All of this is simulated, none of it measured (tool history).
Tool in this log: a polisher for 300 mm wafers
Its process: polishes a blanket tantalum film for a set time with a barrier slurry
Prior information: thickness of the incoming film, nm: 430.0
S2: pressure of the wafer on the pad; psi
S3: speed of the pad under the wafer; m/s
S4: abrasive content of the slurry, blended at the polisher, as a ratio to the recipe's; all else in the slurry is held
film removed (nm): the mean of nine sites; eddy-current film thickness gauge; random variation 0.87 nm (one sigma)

Run 1, day 0.000: flow of slurry (ml/min) 195, S2 2.0 psi, S3 1.00 m/s, S4 1.0, polishing time (s) 111. Result: film removed (nm) 172.11.
Run 2, day 0.104: flow of slurry (ml/min) 195, S2 2.0 psi, S3 1.00 m/s, S4 0.9, polishing time (s) 111. Result: film removed (nm) 165.85.
Run 3, day 0.188: flow of slurry (ml/min) 155, S2 2.0 psi, S3 1.00 m/s, S4 0.9, polishing time (s) 111. Result: film removed (nm) 159.10.
Run 4, day 0.388: flow of slurry (ml/min) 155, S2 2.0 psi, S3 1.00 m/s, S4 0.8, polishing time (s) 111. Result: film removed (nm) 154.73.
Run 5, day 0.512: flow of slurry (ml/min) 155, S2 1.8 psi, S3 1.00 m/s, S4 0.8, polishing time (s) 111. Result: film removed (nm) 139.12.
Run 6, day 0.783: flow of slurry (ml/min) 150, S2 1.8 psi, S3 1.00 m/s, S4 0.8, polishing time (s) 111. Result: film removed (nm) 138.77.
Run 7, day 1.029: flow of slurry (ml/min) 145, S2 1.8 psi, S3 1.00 m/s, S4 0.8, polishing time (s) 111. Result: film removed (nm) 136.29.
Run 8, day 1.396: flow of slurry (ml/min) 125, S2 1.6 psi, S3 1.00 m/s, S4 0.8, polishing time (s) 111. Result: film removed (nm) 119.39.

The next listed run, before its measurement:
Run 9, day 1.421: flow of slurry (ml/min) 130, S2 1.6 psi, S3 1.00 m/s, S4 0.8, polishing time (s) 111. Result: film removed (nm) ?.

For run 9 the tool returned film removed (nm) 120.05.
